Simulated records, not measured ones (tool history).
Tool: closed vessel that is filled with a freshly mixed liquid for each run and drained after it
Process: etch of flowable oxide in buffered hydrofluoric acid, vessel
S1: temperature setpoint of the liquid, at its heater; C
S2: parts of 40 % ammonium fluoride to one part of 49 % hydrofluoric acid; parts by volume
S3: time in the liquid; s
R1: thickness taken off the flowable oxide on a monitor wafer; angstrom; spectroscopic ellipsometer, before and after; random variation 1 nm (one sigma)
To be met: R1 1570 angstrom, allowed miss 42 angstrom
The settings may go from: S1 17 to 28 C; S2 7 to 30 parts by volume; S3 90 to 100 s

run  hour    S1    S2  S3      R1
  1     0    20    19  90  1968.2
  2   1.4    22    19  90  2183.8
  3   4.4    22    19  90  2202.9
  4  10.4    22  23.5  90    1852
  5  15.7    22  23.5  90  1880.9
  6  24.2    22  21.5  90  1974.4
  7  30.1  20.5  21.5  90  1837.4
  8  38.9    17  21.5  90  1516.9

5 next moves are on the table. One of them brings every result within its allowed miss. Which?
  A  47.7    17  22.5  90   ?
  B  47.7    17    22  90   ?
  C  47.7  17.5    23  90   ?
  D  47.7    18  21.5  90   ?
  E  47.7    17    23  90   ?

move      R1
   A  1432.1
   B  1454.6
   C  1451.5
   D  1564.7
   E  1410.5
A: further off than the last run
B: further off than the last run
C: further off than the last run
D: meets every target
E: further off than the last run
The right move is D.

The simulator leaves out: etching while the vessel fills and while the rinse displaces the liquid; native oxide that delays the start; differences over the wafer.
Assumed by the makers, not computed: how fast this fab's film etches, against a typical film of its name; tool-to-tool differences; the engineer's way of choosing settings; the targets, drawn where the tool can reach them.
